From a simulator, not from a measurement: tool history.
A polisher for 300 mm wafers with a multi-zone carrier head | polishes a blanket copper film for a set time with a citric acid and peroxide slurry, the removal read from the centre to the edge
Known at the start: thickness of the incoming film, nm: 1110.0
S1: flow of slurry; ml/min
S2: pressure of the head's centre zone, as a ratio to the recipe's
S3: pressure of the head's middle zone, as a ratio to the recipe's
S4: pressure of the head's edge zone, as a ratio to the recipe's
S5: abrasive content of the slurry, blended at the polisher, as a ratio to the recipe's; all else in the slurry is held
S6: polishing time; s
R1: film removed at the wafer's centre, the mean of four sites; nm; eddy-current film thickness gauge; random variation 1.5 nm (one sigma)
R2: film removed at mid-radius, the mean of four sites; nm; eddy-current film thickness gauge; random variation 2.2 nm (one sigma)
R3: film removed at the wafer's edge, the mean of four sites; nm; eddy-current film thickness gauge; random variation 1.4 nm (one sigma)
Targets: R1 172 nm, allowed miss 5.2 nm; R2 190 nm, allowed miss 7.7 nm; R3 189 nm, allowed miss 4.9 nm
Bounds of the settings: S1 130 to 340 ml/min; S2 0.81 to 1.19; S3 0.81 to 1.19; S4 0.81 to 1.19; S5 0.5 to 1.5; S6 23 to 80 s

run	day	S1	S2	S3	S4	S5	S6	R1	R2	R3
1	0	220	1	1	1	1	51	125.39	130.05	124.55
2	0.033	220	1	1	1	1	44	109.94	112.66	108.09
3	0.338	220	1	1	1	1	48	120.4	124.04	119.43
4	0.512	220	1	1	1	1	43	106.55	108.19	104.06
5	0.746	220	1	1.01	1.02	1.1	46	115.99	119.95	116.42
6	0.975	225	1	1.02	1.04	1.15	48	123.59	128.23	124.07
7	1.221	225	1	1.03	1.06	1.2	50	129.14	134.03	129.93
8	1.362	225	0.99	1.03	1.07	1.25	52	134.99	142.79	138.39
9	1.583	230	0.99	1.03	1.09	1.3	54	139.11	148.06	145.11
10	1.754	230	0.99	1.03	1.1	1.35	56	146.6	156.78	151.81
11	1.904	230	0.99	1.03	1.11	1.35	57	150.1	159.53	157.07
12	2.254	235	0.99	1.03	1.12	1.35	58	153.88	159.74	158.52
13	2.371	230	0.98	1.03	1.13	1.35	59	151.43	164.56	161.92
14	2.608	235	0.98	1.03	1.14	1.35	60	156.33	168.76	165.35
15	2.892	235	0.98	1.03	1.14	1.35	61	158.81	172.6	169.23
16	3.117	235	0.98	1.03	1.15	1.35	62	165.67	172.57	173.19
17	3.329	240	0.98	1.03	1.16	1.35	62	163.58	173.58	172.33
18	3.55	235	0.97	1.03	1.17	1.45	64	167.84	175.94	183.63

4 next moves are on the table. One of them brings every result within its allowed miss. Which?
A	3.771	250	0.99	1.02	1.16	1.25	64	?	?	?
B	3.771	275	1	0.97	1.18	1.3	62	?	?	?
C	3.771	220	0.96	1.06	1.19	1.5	66	?	?	?
D	3.771	195	0.96	0.89	1.19	1.5	66	?	?	?

move	R1	R2	R3
A	167.39	177.11	176.79
B	166.7	167.24	175.28
C	171.43	193.54	189.65
D	168.81	164.98	188.29
A: further off than the last run
B: further off than the last run
C: meets every target
D: further off than the last run
Move C is the one to make.
